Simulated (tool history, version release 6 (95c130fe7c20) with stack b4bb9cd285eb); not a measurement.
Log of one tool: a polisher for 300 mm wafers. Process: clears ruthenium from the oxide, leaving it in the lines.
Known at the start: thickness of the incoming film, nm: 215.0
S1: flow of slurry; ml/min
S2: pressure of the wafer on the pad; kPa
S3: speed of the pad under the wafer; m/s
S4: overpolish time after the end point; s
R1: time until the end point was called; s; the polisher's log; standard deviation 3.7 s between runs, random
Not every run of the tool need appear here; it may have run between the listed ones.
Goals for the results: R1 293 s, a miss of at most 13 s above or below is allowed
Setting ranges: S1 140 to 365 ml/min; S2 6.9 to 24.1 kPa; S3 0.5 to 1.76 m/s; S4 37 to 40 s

run	hour	S1	S2	S3	S4	R1
1	0	235	15.2	1.12	37	208.43
2	2.6	210	15.2	1.12	37	217.84
3	11.4	210	15.2	1.12	37	215.02
4	13.4	210	17.2	1.12	37	198.33
5	19.6	155	17.2	1.12	37	209.79
6	25.3	155	15.2	1.1	37	234.55
7	30.3	155	13.8	1.1	37	245.75
8	34.4	155	12.4	1.1	37	270.74
9	40.2	155	11.7	1.1	37	275.41

Which single option among these 4 for the next run brings every result within its allowed miss of target? Just one does.
A	46	190	13.8	0.8	37	?
B	46	165	15.9	0.94	37	?
C	46	255	14.5	0.82	37	?
D	46	170	12.4	1.08	37	?

move	R1
A	321.22
B	255.88
C	291.16
D	267.91
A: moves the result that the last run missed by most past its target, out the other side
B: further off than the last run
C: every result lands within tolerance
D: further off than the last run
The move that meets every target is C.
